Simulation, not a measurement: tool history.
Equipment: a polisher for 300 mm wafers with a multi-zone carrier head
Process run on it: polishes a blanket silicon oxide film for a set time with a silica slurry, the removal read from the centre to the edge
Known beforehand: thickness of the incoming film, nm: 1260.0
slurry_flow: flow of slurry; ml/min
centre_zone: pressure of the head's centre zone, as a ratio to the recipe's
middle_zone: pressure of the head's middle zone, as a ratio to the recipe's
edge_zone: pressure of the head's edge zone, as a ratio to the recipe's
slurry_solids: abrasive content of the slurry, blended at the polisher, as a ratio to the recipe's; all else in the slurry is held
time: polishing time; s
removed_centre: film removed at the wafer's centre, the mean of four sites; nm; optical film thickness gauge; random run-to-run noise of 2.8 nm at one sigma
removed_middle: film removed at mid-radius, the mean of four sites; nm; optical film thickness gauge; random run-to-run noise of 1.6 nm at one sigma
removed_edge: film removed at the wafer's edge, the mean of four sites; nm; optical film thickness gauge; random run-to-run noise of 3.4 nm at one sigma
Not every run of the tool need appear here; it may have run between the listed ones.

run	hour	slurry_flow	centre_zone	middle_zone	edge_zone	slurry_solids	time	removed_centre	removed_middle	removed_edge
1	0.0	180	1.00	1.00	1.00	1.00	73	293.29	288.61	274.71
2	6.8	180	0.94	1.00	1.00	1.00	73	273.24	282.08	288.26
3	10.3	180	0.90	1.00	1.00	1.00	73	264.81	286.59	280.96
4	18.7	180	0.90	1.00	1.08	1.00	73	261.45	285.56	293.92
5	23.5	180	0.90	1.05	1.08	1.00	73	264.70	293.87	298.77
6	31.7	180	0.90	1.10	1.08	1.00	73	263.22	312.36	294.91
7	36.8	175	0.91	1.07	1.06	0.95	73	261.40	293.97	289.98

The next listed run, before its measurement:
8	44.8	175	0.92	1.05	1.04	0.90	73	?	?	?

Logged for run 8: removed_centre 259.98 nm, removed_middle 286.01 nm, removed_edge 274.15 nm.
